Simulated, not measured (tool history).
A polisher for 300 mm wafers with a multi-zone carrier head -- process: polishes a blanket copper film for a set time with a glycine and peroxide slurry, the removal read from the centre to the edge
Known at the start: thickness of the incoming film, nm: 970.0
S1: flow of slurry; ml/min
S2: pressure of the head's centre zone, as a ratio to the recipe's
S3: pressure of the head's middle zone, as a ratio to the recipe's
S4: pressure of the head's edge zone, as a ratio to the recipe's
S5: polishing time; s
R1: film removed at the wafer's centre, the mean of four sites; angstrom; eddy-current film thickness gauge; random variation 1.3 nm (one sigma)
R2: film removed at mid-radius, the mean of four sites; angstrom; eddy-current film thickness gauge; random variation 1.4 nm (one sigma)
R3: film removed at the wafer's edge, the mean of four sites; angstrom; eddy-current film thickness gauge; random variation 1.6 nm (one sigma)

run	hour	S1	S2	S3	S4	S5	R1	R2	R3
1	0	275	1	1	1	53	3475.5	3427.8	3462.8
2	6.6	255	0.97	0.98	0.95	45	2859.7	2860.3	2870
3	9.2	220	0.97	0.98	0.95	45	2801.9	2771.3	2775.6
4	16.7	205	0.94	0.97	0.92	40	2342.9	2440.8	2419.2
5	20.1	195	0.93	0.96	0.89	37	2110.6	2212.1	2181.9
6	23.8	165	0.93	0.96	0.89	37	2050.3	2126.5	2157.4

For run 7, what comes out?
7	30.1	180	0.92	0.95	0.87	35	?	?	?

R1: 1964.5 angstrom
R2: 2023.9 angstrom
R3: 2079.8 angstrom
